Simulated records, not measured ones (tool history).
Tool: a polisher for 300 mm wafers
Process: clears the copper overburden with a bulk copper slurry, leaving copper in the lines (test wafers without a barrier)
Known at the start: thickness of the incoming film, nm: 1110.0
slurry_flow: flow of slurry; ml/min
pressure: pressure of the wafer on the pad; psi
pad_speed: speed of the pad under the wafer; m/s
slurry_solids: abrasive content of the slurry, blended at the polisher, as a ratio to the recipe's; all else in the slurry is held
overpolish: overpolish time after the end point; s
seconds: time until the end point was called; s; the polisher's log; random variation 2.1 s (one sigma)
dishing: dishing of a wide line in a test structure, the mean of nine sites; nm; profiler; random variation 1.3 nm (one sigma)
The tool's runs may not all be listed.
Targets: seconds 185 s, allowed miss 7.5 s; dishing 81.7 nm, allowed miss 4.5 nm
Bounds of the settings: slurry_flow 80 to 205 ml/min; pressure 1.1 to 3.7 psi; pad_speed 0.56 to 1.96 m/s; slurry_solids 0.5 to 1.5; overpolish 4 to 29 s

{"run": 1, "hour": 0.0, "slurry_flow": 135, "pressure": 2.4, "pad_speed": 1.26, "slurry_solids": 1, "overpolish": 15, "seconds": 131.26, "dishing": 74.071}
{"run": 2, "hour": 4.1, "slurry_flow": 130, "pressure": 2.2, "pad_speed": 1.24, "slurry_solids": 1, "overpolish": 17, "seconds": 143.68, "dishing": 78.703}
{"run": 3, "hour": 6.0, "slurry_flow": 105, "pressure": 2.2, "pad_speed": 1.24, "slurry_solids": 1, "overpolish": 17, "seconds": 154.39, "dishing": 73.463}
{"run": 4, "hour": 14.5, "slurry_flow": 105, "pressure": 2.2, "pad_speed": 1.24, "slurry_solids": 1, "overpolish": 21, "seconds": 149.64, "dishing": 85.457}
{"run": 5, "hour": 23.4, "slurry_flow": 100, "pressure": 2.1, "pad_speed": 1.24, "slurry_solids": 1, "overpolish": 22, "seconds": 158.77, "dishing": 87.891}
{"run": 6, "hour": 30.9, "slurry_flow": 100, "pressure": 2.1, "pad_speed": 1.24, "slurry_solids": 1.2, "overpolish": 22, "seconds": 156.09, "dishing": 86.583}
{"run": 7, "hour": 39.0, "slurry_flow": 95, "pressure": 2, "pad_speed": 1.24, "slurry_solids": 1.2, "overpolish": 22, "seconds": 159.85, "dishing": 82.942}
{"run": 8, "hour": 39.7, "slurry_flow": 90, "pressure": 1.9, "pad_speed": 1.24, "slurry_solids": 1.2, "overpolish": 23, "seconds": 167.76, "dishing": 82.827}

Which of these 5 next moves meets every target?
{"run": "A", "hour": 40.4, "slurry_flow": 80, "pressure": 1.8, "pad_speed": 1.24, "slurry_solids": 1.15, "overpolish": 20, "seconds": "?", "dishing": "?"}
{"run": "B", "hour": 40.4, "slurry_flow": 100, "pressure": 1.7, "pad_speed": 1.26, "slurry_solids": 1.25, "overpolish": 19, "seconds": "?", "dishing": "?"}
{"run": "C", "hour": 40.4, "slurry_flow": 90, "pressure": 2.1, "pad_speed": 1.22, "slurry_solids": 1, "overpolish": 22, "seconds": "?", "dishing": "?"}
{"run": "D", "hour": 40.4, "slurry_flow": 80, "pressure": 1.9, "pad_speed": 1.28, "slurry_solids": 1.4, "overpolish": 19, "seconds": "?", "dishing": "?"}
{"run": "E", "hour": 40.4, "slurry_flow": 100, "pressure": 1.8, "pad_speed": 1.08, "slurry_solids": 1.4, "overpolish": 25, "seconds": "?", "dishing": "?"}

move=A seconds=188.51 dishing=70.335
move=B seconds=176.8 dishing=70.532
move=C seconds=169.15 dishing=81.836
move=D seconds=171.99 dishing=72.698
move=E seconds=184.81 dishing=82.282
A: brings the result that was furthest off to its target, and leaves another outside
B: further off than the last run
C: nearer than the last run, and not there yet
D: nearer than the last run, and not there yet
E: meets every target
Move E is the one to make.
